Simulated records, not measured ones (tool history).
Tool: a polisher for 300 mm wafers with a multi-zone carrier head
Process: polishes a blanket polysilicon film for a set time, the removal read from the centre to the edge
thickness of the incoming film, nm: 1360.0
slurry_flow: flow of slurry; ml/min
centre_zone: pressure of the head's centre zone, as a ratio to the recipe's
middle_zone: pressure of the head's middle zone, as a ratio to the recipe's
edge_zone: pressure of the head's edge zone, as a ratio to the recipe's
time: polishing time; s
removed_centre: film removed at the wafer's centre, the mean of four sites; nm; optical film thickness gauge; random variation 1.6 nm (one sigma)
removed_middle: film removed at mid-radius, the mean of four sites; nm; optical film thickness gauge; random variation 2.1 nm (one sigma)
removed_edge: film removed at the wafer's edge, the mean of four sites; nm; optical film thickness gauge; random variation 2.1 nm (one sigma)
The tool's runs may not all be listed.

run  hour  slurry_flow  centre_zone  middle_zone  edge_zone  time  removed_centre  removed_middle  removed_edge
  1   0.0          155         1.00         1.00       1.00    47          227.47          227.95        227.54
  2   6.6          135         1.00         1.00       1.00    47          218.00          224.10        223.15
  3  15.5          160         1.00         1.00       1.00    47          224.69          230.73        230.11
  4  22.0          160         1.00         1.00       1.04    47          225.73          232.06        232.09
  5  24.1          155         1.00         0.98       1.00    43          206.27          211.55        209.75
     25.4  -- worn pad replaced by a new one
  6  25.4          155         1.00         0.98       1.00    51          257.52          253.44        254.82
  7  29.3          140         1.03         0.98       1.01    46          234.03          229.63        236.23
  8  37.0          145         0.99         0.93       0.95    43          207.96          202.77        217.37

Forecast run 9:
  9  39.3          140         1.01         0.95       0.85    30               ?               ?             ?

removed_centre: 149.46 nm
removed_middle: 145.41 nm
removed_edge: 143.12 nm
